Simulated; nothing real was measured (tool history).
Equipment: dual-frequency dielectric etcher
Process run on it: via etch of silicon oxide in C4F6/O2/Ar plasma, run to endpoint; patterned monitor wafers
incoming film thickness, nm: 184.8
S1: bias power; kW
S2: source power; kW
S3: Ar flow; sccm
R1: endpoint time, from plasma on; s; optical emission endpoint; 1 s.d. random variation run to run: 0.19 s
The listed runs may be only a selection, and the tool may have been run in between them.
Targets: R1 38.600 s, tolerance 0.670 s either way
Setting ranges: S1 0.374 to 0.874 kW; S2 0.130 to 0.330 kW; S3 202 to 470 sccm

{"run": 1, "hour": 0.0, "S1": 0.624, "S2": 0.23, "S3": 336, "R1": 43.026}
{"run": 2, "hour": 5.9, "S1": 0.665, "S2": 0.23, "S3": 335, "R1": 42.265}
{"run": 3, "hour": 13.0, "S1": 0.704, "S2": 0.23, "S3": 334, "R1": 40.911}
{"run": 4, "hour": 18.7, "S1": 0.653, "S2": 0.23, "S3": 334, "R1": 42.432}
{"run": 5, "hour": 26.4, "S1": 0.689, "S2": 0.23, "S3": 334, "R1": 41.53}
{"run": 6, "hour": 28.1, "S1": 0.689, "S2": 0.23, "S3": 311, "R1": 40.848}
{"run": 7, "hour": 32.6, "S1": 0.71, "S2": 0.23, "S3": 311, "R1": 40.145}
{"run": 8, "hour": 37.6, "S1": 0.724, "S2": 0.23, "S3": 311, "R1": 40.103}
{"run": 9, "hour": 46.1, "S1": 0.739, "S2": 0.23, "S3": 311, "R1": 39.982}
{"run": 10, "hour": 50.7, "S1": 0.754, "S2": 0.23, "S3": 311, "R1": 39.387}
{"run": 11, "hour": 56.1, "S1": 0.762, "S2": 0.23, "S3": 311, "R1": 39.273}

Exercise: of the 4 proposed moves below, exactly one satisfies all targets within the stated allowed misses. Which move is it?
{"run": "A", "hour": 61.5, "S1": 0.797, "S2": 0.18, "S3": 211, "R1": "?"}
{"run": "B", "hour": 61.5, "S1": 0.786, "S2": 0.22, "S3": 347, "R1": "?"}
{"run": "C", "hour": 61.5, "S1": 0.744, "S2": 0.24, "S3": 337, "R1": "?"}
{"run": "D", "hour": 61.5, "S1": 0.735, "S2": 0.23, "S3": 325, "R1": "?"}

move=A R1=38.751
move=B R1=39.826
move=C R1=39.682
move=D R1=40.141
A: each result inside its tolerance
B: moves away from the targets compared with the last run
C: moves away from the targets compared with the last run
D: moves away from the targets compared with the last run
A is the move that brings every result within its allowed miss.

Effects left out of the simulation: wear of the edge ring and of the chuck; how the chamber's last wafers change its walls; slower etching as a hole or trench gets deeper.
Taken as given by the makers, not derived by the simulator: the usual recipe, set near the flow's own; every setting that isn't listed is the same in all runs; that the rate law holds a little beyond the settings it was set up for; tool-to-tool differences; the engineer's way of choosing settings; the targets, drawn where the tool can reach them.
